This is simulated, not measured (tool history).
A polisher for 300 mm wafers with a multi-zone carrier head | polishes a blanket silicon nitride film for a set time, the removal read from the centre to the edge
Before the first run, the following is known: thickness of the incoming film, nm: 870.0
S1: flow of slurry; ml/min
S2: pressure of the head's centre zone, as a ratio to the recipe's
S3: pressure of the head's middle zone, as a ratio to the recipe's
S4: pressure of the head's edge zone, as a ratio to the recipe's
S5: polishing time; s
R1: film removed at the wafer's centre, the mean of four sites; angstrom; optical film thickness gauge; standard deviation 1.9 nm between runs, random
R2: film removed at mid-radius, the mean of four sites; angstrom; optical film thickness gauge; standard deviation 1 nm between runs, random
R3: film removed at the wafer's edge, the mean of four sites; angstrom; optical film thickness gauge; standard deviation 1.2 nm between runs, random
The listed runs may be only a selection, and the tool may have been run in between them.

run 1 hour=0 | S1=185 S2=1 S3=1 S4=1 S5=86 | R1=1168.8 R2=1118.5 R3=1142.4
run 2 hour=4.4 | S1=185 S2=1 S3=1 S4=1 S5=70 | R1=948.1 R2=919.17 R3=930.35
run 3 hour=6.7 | S1=200 S2=1.01 S3=1.03 S4=1.05 S5=80 | R1=1082.7 R2=1072.9 R3=1093.5
run 4 hour=10.9 | S1=200 S2=1.01 S3=1.11 S4=1.05 S5=80 | R1=1072.7 R2=1138.8 R3=1094.3
run 5 hour=12.2 | S1=200 S2=1.01 S3=1.11 S4=1.05 S5=71 | R1=968.56 R2=1015.1 R3=986.07
run 6 hour=18.1 | S1=215 S2=1.04 S3=1.11 S4=1.09 S5=81 | R1=1129.5 R2=1168 R3=1138
run 7 hour=23.5 | S1=225 S2=1.05 S3=1.1 S4=1.12 S5=88 | R1=1261.9 R2=1262 R3=1258.1
run 8 hour=25.7 | S1=230 S2=1.05 S3=1.1 S4=1.14 S5=93 | R1=1347.7 R2=1323.8 R3=1338.6
run 9 hour=34.6 | S1=235 S2=1.05 S3=1.11 S4=1.15 S5=97 | R1=1432.4 R2=1402.4 R3=1398.9
run 10 hour=35.2 | S1=235 S2=1.04 S3=1.11 S4=1.16 S5=100 | R1=1466.9 R2=1450.5 R3=1454.9
run 11 hour=39.8 | S1=240 S2=1.03 S3=1.11 S4=1.17 S5=101 | R1=1442.7 R2=1476.4 R3=1470.8

Run 12, settings as shown, results not yet in. Your forecast:
run 12 hour=43.9 | S1=245 S2=1.03 S3=1.11 S4=1.18 S5=102 | R1=? R2=? R3=?

Run 12 came out at R1 1450.3 angstrom, R2 1503.7 angstrom, R3 1514.4 angstrom.
